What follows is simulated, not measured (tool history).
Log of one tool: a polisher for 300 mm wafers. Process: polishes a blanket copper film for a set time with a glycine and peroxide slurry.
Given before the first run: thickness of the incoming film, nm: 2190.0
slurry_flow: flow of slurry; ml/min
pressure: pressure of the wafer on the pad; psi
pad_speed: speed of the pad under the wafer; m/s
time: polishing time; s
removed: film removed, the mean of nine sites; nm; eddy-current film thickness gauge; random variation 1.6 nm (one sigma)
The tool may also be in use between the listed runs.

Run 1, hour 0: slurry_flow 225 ml/min, pressure 3.3 psi, pad_speed 1.04 m/s, time 26 s. Result: removed 183.48 nm.
Run 2, hour 8.2: slurry_flow 225 ml/min, pressure 3.3 psi, pad_speed 1.04 m/s, time 26 s. Result: removed 186.03 nm.
Run 3, hour 8.8: slurry_flow 225 ml/min, pressure 2.8 psi, pad_speed 1.02 m/s, time 26 s. Result: removed 157.88 nm.
Run 4, hour 15.2: slurry_flow 225 ml/min, pressure 2.8 psi, pad_speed 1.02 m/s, time 23 s. Result: removed 139.3 nm.
Run 5, hour 16.7: slurry_flow 225 ml/min, pressure 2.6 psi, pad_speed 1.02 m/s, time 23 s. Result: removed 130.85 nm.
Run 6, hour 20.8: slurry_flow 225 ml/min, pressure 2.6 psi, pad_speed 1.02 m/s, time 23 s. Result: removed 130.59 nm.

Expected results for the next run?
Run 7, hour 22.3: slurry_flow 225 ml/min, pressure 2.5 psi, pad_speed 1.02 m/s, time 23 s. Result: removed ?.

removed: 124.79 nm
